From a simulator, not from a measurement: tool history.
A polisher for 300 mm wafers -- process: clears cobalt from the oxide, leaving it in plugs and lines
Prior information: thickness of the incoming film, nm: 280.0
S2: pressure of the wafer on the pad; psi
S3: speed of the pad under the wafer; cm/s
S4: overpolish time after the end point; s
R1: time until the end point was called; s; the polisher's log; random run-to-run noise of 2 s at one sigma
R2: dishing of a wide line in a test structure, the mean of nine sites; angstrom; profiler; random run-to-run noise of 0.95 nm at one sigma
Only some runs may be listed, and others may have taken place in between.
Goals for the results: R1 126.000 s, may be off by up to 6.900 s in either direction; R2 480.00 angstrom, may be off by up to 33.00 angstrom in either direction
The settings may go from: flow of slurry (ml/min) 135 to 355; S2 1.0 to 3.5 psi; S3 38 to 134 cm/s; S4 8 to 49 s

{"run": 1, "day": 0.0, "flow of slurry (ml/min)": 225, "S2": 2.2, "S3": 86, "S4": 25, "R1": 62.398, "R2": 519.34}
{"run": 2, "day": 0.25, "flow of slurry (ml/min)": 225, "S2": 2.2, "S3": 86, "S4": 18, "R1": 61.941, "R2": 444.92}
{"run": 3, "day": 0.392, "flow of slurry (ml/min)": 225, "S2": 1.9, "S3": 82, "S4": 21, "R1": 76.592, "R2": 432.71}
{"run": 4, "day": 0.504, "flow of slurry (ml/min)": 225, "S2": 1.7, "S3": 82, "S4": 25, "R1": 84.046, "R2": 456.44}
{"run": 5, "day": 0.775, "flow of slurry (ml/min)": 225, "S2": 2.0, "S3": 82, "S4": 25, "R1": 71.165, "R2": 459.89}
{"run": 6, "day": 1.1, "flow of slurry (ml/min)": 220, "S2": 1.8, "S3": 80, "S4": 29, "R1": 82.344, "R2": 465.06}
{"run": 7, "day": 1.392, "flow of slurry (ml/min)": 220, "S2": 1.6, "S3": 80, "S4": 32, "R1": 91.824, "R2": 482.6}
{"run": 8, "day": 1.571, "flow of slurry (ml/min)": 220, "S2": 1.0, "S3": 78, "S4": 36, "R1": 143.14, "R2": 414.74}
{"run": 9, "day": 1.933, "flow of slurry (ml/min)": 220, "S2": 1.0, "S3": 78, "S4": 38, "R1": 142.0, "R2": 431.52}
{"run": 10, "day": 2.138, "flow of slurry (ml/min)": 220, "S2": 1.3, "S3": 78, "S4": 44, "R1": 113.53, "R2": 486.45}

Which single option among these 5 for the next run brings every result within its allowed miss of target? Just one does.
{"run": "A", "day": 2.342, "flow of slurry (ml/min)": 175, "S2": 1.3, "S3": 72, "S4": 45, "R1": "?", "R2": "?"}
{"run": "B", "day": 2.342, "flow of slurry (ml/min)": 230, "S2": 1.3, "S3": 82, "S4": 39, "R1": "?", "R2": "?"}
{"run": "C", "day": 2.342, "flow of slurry (ml/min)": 240, "S2": 1.5, "S3": 88, "S4": 42, "R1": "?", "R2": "?"}
{"run": "D", "day": 2.342, "flow of slurry (ml/min)": 255, "S2": 1.5, "S3": 82, "S4": 28, "R1": "?", "R2": "?"}
{"run": "E", "day": 2.342, "flow of slurry (ml/min)": 155, "S2": 1.4, "S3": 78, "S4": 46, "R1": "?", "R2": "?"}

move=A R1=122.610 R2=484.90
move=B R1=105.800 R2=484.44
move=C R1=85.920 R2=525.01
move=D R1=91.590 R2=448.94
move=E R1=106.820 R2=509.34
A: each result inside its tolerance
B: misses by more than the last run did
C: misses by more than the last run did
D: misses by more than the last run did
E: misses by more than the last run did
A is the move that brings every result within its allowed miss.

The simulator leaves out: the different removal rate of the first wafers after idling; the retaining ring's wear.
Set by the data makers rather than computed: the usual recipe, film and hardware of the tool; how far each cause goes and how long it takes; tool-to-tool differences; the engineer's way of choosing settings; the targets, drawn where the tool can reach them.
